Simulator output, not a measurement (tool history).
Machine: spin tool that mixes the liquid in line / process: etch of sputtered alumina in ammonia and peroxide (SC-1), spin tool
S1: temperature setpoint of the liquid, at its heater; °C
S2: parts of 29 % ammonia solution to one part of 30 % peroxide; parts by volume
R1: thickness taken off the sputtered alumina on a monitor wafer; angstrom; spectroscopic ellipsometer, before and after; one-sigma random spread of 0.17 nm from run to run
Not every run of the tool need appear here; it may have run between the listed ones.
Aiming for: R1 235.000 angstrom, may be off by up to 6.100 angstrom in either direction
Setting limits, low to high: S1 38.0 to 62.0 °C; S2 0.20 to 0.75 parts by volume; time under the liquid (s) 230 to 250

{"run": 1, "hour": 0.0, "S1": 46.0, "S2": 0.45, "time under the liquid (s)": 230, "R1": 101.23}
{"run": 2, "hour": 7.3, "S1": 46.0, "S2": 0.45, "time under the liquid (s)": 230, "R1": 99.849}
{"run": 3, "hour": 9.1, "S1": 40.0, "S2": 0.45, "time under the liquid (s)": 230, "R1": 70.101}
{"run": 4, "hour": 14.9, "S1": 38.0, "S2": 0.45, "time under the liquid (s)": 230, "R1": 62.506}
{"run": 5, "hour": 20.4, "S1": 41.0, "S2": 0.45, "time under the liquid (s)": 230, "R1": 74.75}
{"run": 6, "hour": 22.6, "S1": 41.0, "S2": 0.45, "time under the liquid (s)": 230, "R1": 75.009}
{"run": 7, "hour": 27.0, "S1": 43.5, "S2": 0.45, "time under the liquid (s)": 230, "R1": 86.636}
{"run": 8, "hour": 35.7, "S1": 45.5, "S2": 0.45, "time under the liquid (s)": 230, "R1": 97.781}
{"run": 9, "hour": 44.3, "S1": 47.5, "S2": 0.45, "time under the liquid (s)": 230, "R1": 108.22}
{"run": 10, "hour": 48.1, "S1": 49.5, "S2": 0.45, "time under the liquid (s)": 230, "R1": 122.2}
{"run": 11, "hour": 48.9, "S1": 51.0, "S2": 0.45, "time under the liquid (s)": 230, "R1": 132.75}
{"run": 12, "hour": 54.5, "S1": 52.5, "S2": 0.45, "time under the liquid (s)": 230, "R1": 142.06}
{"run": 13, "hour": 63.1, "S1": 53.5, "S2": 0.45, "time under the liquid (s)": 230, "R1": 152.24}
{"run": 14, "hour": 68.1, "S1": 54.5, "S2": 0.45, "time under the liquid (s)": 230, "R1": 161.88}
{"run": 15, "hour": 71.8, "S1": 55.5, "S2": 0.45, "time under the liquid (s)": 230, "R1": 166.51}
{"run": 16, "hour": 74.8, "S1": 55.5, "S2": 0.45, "time under the liquid (s)": 230, "R1": 166.7}
{"run": 17, "hour": 82.4, "S1": 56.5, "S2": 0.45, "time under the liquid (s)": 230, "R1": 177.9}

4 next moves are on the table. One of them brings every result within its allowed miss. Which?
{"run": "A", "hour": 90.0, "S1": 53.5, "S2": 0.45, "time under the liquid (s)": 230, "R1": "?"}
{"run": "B", "hour": 90.0, "S1": 61.0, "S2": 0.4, "time under the liquid (s)": 245, "R1": "?"}
{"run": "C", "hour": 90.0, "S1": 49.0, "S2": 0.35, "time under the liquid (s)": 230, "R1": "?"}
{"run": "D", "hour": 90.0, "S1": 52.0, "S2": 0.6, "time under the liquid (s)": 230, "R1": "?"}

move=A R1=149.240
move=B R1=232.790
move=C R1=114.000
move=D R1=141.450
A: further off than the last run
B: all results in spec
C: further off than the last run
D: further off than the last run
So the answer is move B, the one that meets all the targets.
